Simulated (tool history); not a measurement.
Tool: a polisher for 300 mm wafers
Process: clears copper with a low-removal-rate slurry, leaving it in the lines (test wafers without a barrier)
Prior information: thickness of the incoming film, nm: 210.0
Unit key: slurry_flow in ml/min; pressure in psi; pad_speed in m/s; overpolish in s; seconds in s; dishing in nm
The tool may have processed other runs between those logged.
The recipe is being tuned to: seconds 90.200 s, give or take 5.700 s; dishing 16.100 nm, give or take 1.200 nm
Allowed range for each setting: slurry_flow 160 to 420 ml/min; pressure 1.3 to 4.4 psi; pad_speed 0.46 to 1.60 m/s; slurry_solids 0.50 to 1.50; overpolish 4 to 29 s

run	hour	slurry_flow	pressure	pad_speed	slurry_solids	overpolish	seconds	dishing
1	0.0	270	2.8	1.02	1.00	15	64.705	32.570
2	4.0	270	2.7	1.02	1.00	14	65.092	30.395
3	11.2	270	2.7	1.02	0.85	14	69.981	30.310
4	15.5	270	2.7	1.02	1.00	14	68.541	31.169
5	23.4	270	2.6	1.02	1.00	13	69.579	28.506
6	27.1	270	2.5	1.02	1.00	12	72.574	26.341
7	30.3	270	2.4	1.02	1.00	11	74.849	22.767
8	34.6	270	2.3	1.02	1.00	11	75.409	22.791
# hour 40.0: slurry nozzle cleaned
9	40.0	270	2.2	1.02	1.00	11	71.103	23.620
10	41.9	270	1.4	0.90	1.00	8	104.370	12.464
11	49.4	270	1.5	0.90	1.00	8	99.433	13.158
12	50.9	270	1.5	0.90	1.00	8	98.002	13.171

Exercise: of the 4 proposed moves below, exactly one satisfies all targets within the stated allowed misses. Which move is it?
A	52.4	255	1.3	0.82	1.10	13	?	?
B	52.4	265	1.9	0.76	0.95	11	?	?
C	52.4	340	1.7	0.72	1.00	13	?	?
D	52.4	235	1.4	1.06	0.95	9	?	?

move	seconds	dishing
A	111.110	17.999
B	102.480	16.733
C	110.350	18.183
D	86.925	16.121
A: takes the biggest miss from the last run beyond its target
B: meets the target for the result that was furthest off, but another lies outside its allowed miss
C: takes the biggest miss from the last run beyond its target
D: in spec on every target
Correct choice: D, which meets every target

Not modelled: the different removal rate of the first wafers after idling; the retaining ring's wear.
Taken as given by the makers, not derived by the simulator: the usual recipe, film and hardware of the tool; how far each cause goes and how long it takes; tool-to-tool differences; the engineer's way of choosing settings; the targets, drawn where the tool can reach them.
